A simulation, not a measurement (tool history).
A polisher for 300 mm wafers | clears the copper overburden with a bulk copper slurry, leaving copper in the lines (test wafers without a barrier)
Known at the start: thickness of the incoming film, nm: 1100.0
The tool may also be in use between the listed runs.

run,hour,flow of slurry (ml/min),pressure of the wafer on the pad (psi),speed of the pad under the wafer (cm/s),abrasive content of the slurry,overpolish time after the end point (s),time until the end point was called (s),dishing of a wide line in a test structure (Å)
1,0.0,125,2.8,110,1.00,26,122.950,588.41
2,7.2,105,2.8,110,1.00,26,128.800,588.10
3,15.5,105,2.8,110,0.85,26,133.160,580.85
4,24.3,120,3.2,110,0.85,23,113.840,605.40
5,28.8,120,3.2,98,0.85,23,128.070,580.10
6,34.7,130,3.6,100,0.85,19,111.750,597.15

The next listed run, before its measurement:
7,41.3,130,4.4,124,0.90,8,?,?

Run 7 gave time until the end point was called (s) 72.553, dishing of a wide line in a test structure (Å) 511.45.

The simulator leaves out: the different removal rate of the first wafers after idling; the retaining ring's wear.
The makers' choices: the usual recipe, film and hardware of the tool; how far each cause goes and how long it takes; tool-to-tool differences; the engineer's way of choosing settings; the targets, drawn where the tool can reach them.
